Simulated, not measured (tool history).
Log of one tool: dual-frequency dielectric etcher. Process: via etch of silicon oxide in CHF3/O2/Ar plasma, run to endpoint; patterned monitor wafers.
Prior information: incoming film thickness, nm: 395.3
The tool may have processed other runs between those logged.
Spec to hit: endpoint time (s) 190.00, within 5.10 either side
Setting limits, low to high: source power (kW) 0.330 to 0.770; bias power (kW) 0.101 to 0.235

run	day	source power (kW)	bias power (kW)	endpoint time (s)
1	0.000	0.550	0.168	219.12
2	0.112	0.550	0.154	220.92
3	0.204	0.580	0.157	219.34
4	0.317	0.660	0.157	213.58
5	0.558	0.570	0.157	221.88
6	0.679	0.600	0.165	212.03
7	0.742	0.620	0.169	212.88
8	1.088	0.640	0.177	207.03

4 candidate next runs follow, results not yet known. Just one meets every target within its allowed miss. Identify it.
A	1.433	0.670	0.176	?
B	1.433	0.770	0.235	?
C	1.433	0.710	0.212	?
D	1.433	0.720	0.179	?

move	endpoint time (s)
A	202.63
B	179.06
C	189.08
D	197.40
A: gains on the last run, yet a result remains outside its allowed miss
B: takes the result that was furthest off past its target
C: every result within its allowed miss
D: gains on the last run, yet a result remains outside its allowed miss
The move that meets every target is C.

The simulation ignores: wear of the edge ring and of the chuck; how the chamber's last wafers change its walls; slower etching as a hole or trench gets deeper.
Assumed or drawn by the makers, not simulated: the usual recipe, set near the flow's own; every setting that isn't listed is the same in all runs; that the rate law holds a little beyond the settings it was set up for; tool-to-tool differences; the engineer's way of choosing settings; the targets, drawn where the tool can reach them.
